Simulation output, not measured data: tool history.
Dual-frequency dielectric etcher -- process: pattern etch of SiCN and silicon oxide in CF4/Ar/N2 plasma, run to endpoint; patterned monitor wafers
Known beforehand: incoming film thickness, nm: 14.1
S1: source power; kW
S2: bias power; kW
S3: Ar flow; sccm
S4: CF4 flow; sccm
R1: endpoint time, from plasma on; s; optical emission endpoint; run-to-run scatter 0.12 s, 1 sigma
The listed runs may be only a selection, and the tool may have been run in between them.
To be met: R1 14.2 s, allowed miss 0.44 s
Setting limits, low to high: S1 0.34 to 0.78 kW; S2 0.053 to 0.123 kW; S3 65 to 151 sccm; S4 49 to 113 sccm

{"run": 1, "hour": 0.0, "S1": 0.56, "S2": 0.088, "S3": 108, "S4": 81, "R1": 11.857}
{"run": 2, "hour": 1.4, "S1": 0.54, "S2": 0.087, "S3": 108, "S4": 81, "R1": 12.295}
{"run": 3, "hour": 5.6, "S1": 0.52, "S2": 0.086, "S3": 108, "S4": 81, "R1": 12.597}
{"run": 4, "hour": 13.6, "S1": 0.5, "S2": 0.085, "S3": 108, "S4": 81, "R1": 13.001}
{"run": 5, "hour": 14.6, "S1": 0.49, "S2": 0.085, "S3": 108, "S4": 81, "R1": 13.271}
{"run": 6, "hour": 17.6, "S1": 0.49, "S2": 0.092, "S3": 108, "S4": 81, "R1": 12.972}
{"run": 7, "hour": 19.8, "S1": 0.48, "S2": 0.092, "S3": 108, "S4": 81, "R1": 13.23}
{"run": 8, "hour": 27.9, "S1": 0.48, "S2": 0.092, "S3": 108, "S4": 81, "R1": 13.1}
{"run": 9, "hour": 31.9, "S1": 0.47, "S2": 0.092, "S3": 108, "S4": 81, "R1": 13.097}
{"run": 10, "hour": 40.8, "S1": 0.46, "S2": 0.092, "S3": 108, "S4": 81, "R1": 13.195}
{"run": 11, "hour": 48.6, "S1": 0.45, "S2": 0.091, "S3": 108, "S4": 81, "R1": 13.414}
{"run": 12, "hour": 51.1, "S1": 0.44, "S2": 0.091, "S3": 108, "S4": 81, "R1": 13.65}

Pick the move, out of 5, that brings all results within their allowed miss; only one does.
{"run": "A", "hour": 53.6, "S1": 0.43, "S2": 0.097, "S3": 102, "S4": 89, "R1": "?"}
{"run": "B", "hour": 53.6, "S1": 0.5, "S2": 0.092, "S3": 136, "S4": 81, "R1": "?"}
{"run": "C", "hour": 53.6, "S1": 0.47, "S2": 0.089, "S3": 106, "S4": 82, "R1": "?"}
{"run": "D", "hour": 53.6, "S1": 0.46, "S2": 0.092, "S3": 100, "S4": 76, "R1": "?"}
{"run": "E", "hour": 53.6, "S1": 0.52, "S2": 0.077, "S3": 123, "S4": 63, "R1": "?"}

move=A R1=13.316
move=B R1=13.403
move=C R1=13.319
move=D R1=13.362
move=E R1=14.333
A: further off than the last run
B: further off than the last run
C: further off than the last run
D: further off than the last run
E: all results land within tolerance of their targets
E meets every target.
